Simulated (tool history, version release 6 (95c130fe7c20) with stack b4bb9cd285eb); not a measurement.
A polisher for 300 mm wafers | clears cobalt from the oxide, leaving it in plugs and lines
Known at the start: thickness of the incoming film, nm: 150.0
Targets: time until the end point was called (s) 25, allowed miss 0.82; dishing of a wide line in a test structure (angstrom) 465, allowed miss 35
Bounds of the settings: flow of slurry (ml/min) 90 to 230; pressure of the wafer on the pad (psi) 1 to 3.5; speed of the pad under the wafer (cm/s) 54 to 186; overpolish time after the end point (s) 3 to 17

run	day	flow of slurry (ml/min)	pressure of the wafer on the pad (psi)	speed of the pad under the wafer (cm/s)	overpolish time after the end point (s)	time until the end point was called (s)	dishing of a wide line in a test structure (angstrom)
1	0	150	2.2	118	9	18.169	418.76
2	0.288	150	2.2	118	11	18.226	460.27
3	0.438	150	2.5	118	11	16.646	487.41
4	0.55	145	2.2	118	12	18.484	496.56
5	0.879	140	2	118	12	20.054	472.54
6	0.988	140	2	118	9	19.922	407.45
7	1.038	125	1.5	118	13	26.479	425.55
8	1.358	130	1.5	118	13	25.823	421.12

5 next moves are on the table. One of them brings every result within its allowed miss. Which?
A	1.679	125	1.8	92	17	?	?
B	1.679	95	2	88	16	?	?
C	1.679	125	1.5	112	11	?	?
D	1.679	100	1.6	114	12	?	?
E	1.679	125	1.5	126	15	?	?

move	time until the end point was called (s)	dishing of a wide line in a test structure (angstrom)
A	26.589	460.18
B	27.07	442.6
C	26.952	358.51
D	26.865	378.91
E	24.822	447.5
A: brings the result that was furthest off to its target, and leaves another outside
B: brings the result that was furthest off to its target, and leaves another outside
C: further off than the last run
D: further off than the last run
E: meets every target
The right move is E.

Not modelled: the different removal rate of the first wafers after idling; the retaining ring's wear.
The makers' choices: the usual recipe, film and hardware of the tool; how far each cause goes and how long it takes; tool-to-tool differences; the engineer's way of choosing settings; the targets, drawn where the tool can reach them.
